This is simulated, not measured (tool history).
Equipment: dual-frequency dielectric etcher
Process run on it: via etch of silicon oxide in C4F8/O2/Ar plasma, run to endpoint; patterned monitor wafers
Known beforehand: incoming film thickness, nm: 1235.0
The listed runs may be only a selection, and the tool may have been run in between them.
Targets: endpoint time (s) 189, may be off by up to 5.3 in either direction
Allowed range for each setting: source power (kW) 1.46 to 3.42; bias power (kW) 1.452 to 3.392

run  hour  source power (kW)  bias power (kW)  endpoint time (s)
  1     0               2.44            2.422             223.93
  2   3.7               2.54            2.465             218.06
  3   5.4               2.62            2.493              218.4
  4   9.4               2.71            2.577              212.1
  5    13                2.9            2.577                208
  6  16.7                2.9            2.231             213.03
     19.5  -- source power generator calibrated
  7  19.5               2.97            2.301             208.08
  8  23.8               3.03            2.346             208.18
  9  28.8               3.08            2.417             204.49

Next run, 4 choices. One meets every target within its allowed miss, the rest don't. Which?
  A  33.8               3.33            2.813                  ?
  B  33.8               2.64            2.561                  ?
  C  33.8               2.54            2.191                  ?
  D  33.8               2.63            2.303                  ?

move  endpoint time (s)
   A             189.63
   B             213.41
   C             226.72
   D             220.47
A: every result within its allowed miss
B: lands further from the targets than the last run did
C: lands further from the targets than the last run did
D: lands further from the targets than the last run did
Go with A: it meets all targets.

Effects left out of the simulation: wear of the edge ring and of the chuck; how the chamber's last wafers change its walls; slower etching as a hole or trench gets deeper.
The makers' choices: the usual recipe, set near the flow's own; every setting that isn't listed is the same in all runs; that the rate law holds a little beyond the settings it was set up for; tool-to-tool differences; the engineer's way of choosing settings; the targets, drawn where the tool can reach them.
